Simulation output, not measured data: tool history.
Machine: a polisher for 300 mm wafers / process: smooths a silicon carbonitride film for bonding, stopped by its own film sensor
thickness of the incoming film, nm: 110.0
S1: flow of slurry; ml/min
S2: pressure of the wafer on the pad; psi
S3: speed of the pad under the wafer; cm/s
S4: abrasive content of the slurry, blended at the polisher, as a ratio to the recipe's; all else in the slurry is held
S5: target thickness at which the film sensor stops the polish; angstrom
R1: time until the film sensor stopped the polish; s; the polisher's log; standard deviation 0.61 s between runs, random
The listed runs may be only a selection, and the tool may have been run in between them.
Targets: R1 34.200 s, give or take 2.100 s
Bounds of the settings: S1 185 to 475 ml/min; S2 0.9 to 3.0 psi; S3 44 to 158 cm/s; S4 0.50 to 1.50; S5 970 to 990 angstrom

run,day,S1,S2,S3,S4,S5,R1
1,0.000,305,1.9,100,1.00,970,51.971
2,0.038,305,2.3,100,1.00,970,43.628
3,0.217,305,2.3,100,1.00,970,42.820
4,0.517,255,2.3,100,1.00,970,44.438
5,0.846,255,1.9,100,1.00,970,52.543
6,0.917,255,1.9,100,1.20,970,48.122
7,1.138,255,2.1,102,1.20,970,41.591
8,1.321,255,2.2,102,1.20,970,40.001
9,1.571,255,2.3,102,1.20,970,38.217
10,1.612,255,2.4,102,1.20,970,37.057

Consider the 4 candidate settings below. Which is the only one whose results all fall within their allowed miss of target?
A,1.654,280,2.2,104,1.45,980,?
B,1.654,350,2.2,82,1.20,990,?
C,1.654,255,2.2,100,1.10,970,?
D,1.654,255,2.4,106,1.10,970,?

move,R1
A,33.602
B,38.925
C,43.720
D,38.507
A: all results land within tolerance of their targets
B: moves away from the targets compared with the last run
C: moves away from the targets compared with the last run
D: moves away from the targets compared with the last run
The move that meets every target is A.
